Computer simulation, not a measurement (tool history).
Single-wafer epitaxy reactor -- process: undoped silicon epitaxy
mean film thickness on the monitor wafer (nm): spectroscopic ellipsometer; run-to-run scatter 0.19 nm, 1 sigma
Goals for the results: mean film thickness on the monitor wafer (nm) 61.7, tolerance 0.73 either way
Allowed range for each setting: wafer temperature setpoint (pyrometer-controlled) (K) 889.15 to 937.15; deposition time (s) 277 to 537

run,hour,wafer temperature setpoint (pyrometer-controlled) (K),deposition time (s),mean film thickness on the monitor wafer (nm)
1,0,913.15,407,53.889
2,1.8,903.15,407,42.119
3,6.7,894.15,407,33.424
4,12.8,894.15,442,36.559
5,21.7,898.15,442,40.45
6,30.6,894.15,442,36.535
7,35.7,898.15,442,40.353
8,41.7,901.15,442,43.532
9,48.2,903.15,442,46.035
10,50.3,905.15,442,48.107
11,53.2,907.15,442,50.384
12,54.2,908.15,442,51.627
13,54.7,909.15,442,53
14,59.2,910.15,442,54.282
15,60.6,911.15,442,55.753
16,64.5,912.15,442,56.888
17,72.8,913.15,442,58.502
18,81.4,914.15,442,59.993

5 candidate next runs follow, results not yet known. Just one meets every target within its allowed miss. Identify it.
A,90,917.15,435,?
B,90,912.15,458,?
C,90,916.15,436,?
D,90,911.15,459,?
E,90,922.15,358,?

move,mean film thickness on the monitor wafer (nm)
A,63.009
B,58.824
C,61.66
D,57.542
E,58.398
A: carries the result that was furthest off beyond its target, to the other side
B: further off than the last run
C: meets every target
D: further off than the last run
E: further off than the last run
C is the move that brings every result within its allowed miss.
